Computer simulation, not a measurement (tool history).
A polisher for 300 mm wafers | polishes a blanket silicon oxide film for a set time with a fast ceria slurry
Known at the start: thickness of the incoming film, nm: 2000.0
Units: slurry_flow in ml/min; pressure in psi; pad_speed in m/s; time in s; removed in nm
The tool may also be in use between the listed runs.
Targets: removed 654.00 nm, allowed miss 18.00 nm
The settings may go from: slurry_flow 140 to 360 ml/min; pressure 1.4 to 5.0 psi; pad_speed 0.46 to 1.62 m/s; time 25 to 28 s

| run | day | slurry_flow | pressure | pad_speed | time | removed |
|---|---|---|---|---|---|---|
| 1 | 0.000 | 230 | 3.2 | 1.04 | 28 | 475.38 |
| 2 | 0.304 | 230 | 3.2 | 1.04 | 28 | 474.69 |
| 3 | 0.350 | 235 | 3.3 | 1.04 | 28 | 484.23 |
| 4 | 0.454 | 235 | 3.5 | 1.04 | 28 | 508.10 |
| 5 | 0.696 | 235 | 3.6 | 1.04 | 28 | 512.71 |
| 6 | 1.050 | 235 | 3.8 | 1.04 | 28 | 541.22 |
| 7 | 1.246 | 235 | 3.8 | 1.04 | 28 | 533.39 |
| 8 | 1.308 | 235 | 3.8 | 1.04 | 28 | 535.71 |
| 9 | 1.579 | 235 | 3.9 | 1.04 | 28 | 545.55 |
| 10 | 1.842 | 235 | 4.0 | 1.04 | 28 | 561.08 |
| 11 | 1.950 | 235 | 4.1 | 1.04 | 28 | 569.43 |
| 12 | 2.221 | 235 | 4.2 | 1.04 | 28 | 574.00 |
| 13 | 2.308 | 240 | 4.3 | 1.04 | 28 | 587.86 |
| 14 | 2.650 | 240 | 4.4 | 1.04 | 28 | 591.94 |
| 15 | 2.742 | 240 | 4.5 | 1.04 | 28 | 606.09 |
| 16 | 3.058 | 240 | 4.6 | 1.04 | 28 | 619.03 |

Which of these 4 next moves meets every target?
| A | 3.375 | 215 | 4.8 | 1.10 | 28 | ? |
| B | 3.375 | 240 | 4.5 | 0.96 | 28 | ? |
| C | 3.375 | 250 | 4.2 | 1.18 | 25 | ? |
| D | 3.375 | 230 | 4.7 | 1.04 | 25 | ? |

| move | removed |
|---|---|
| A | 661.46 |
| B | 564.65 |
| C | 589.72 |
| D | 558.23 |
A: meets every target
B: further off than the last run
C: further off than the last run
D: further off than the last run
The right move is A.
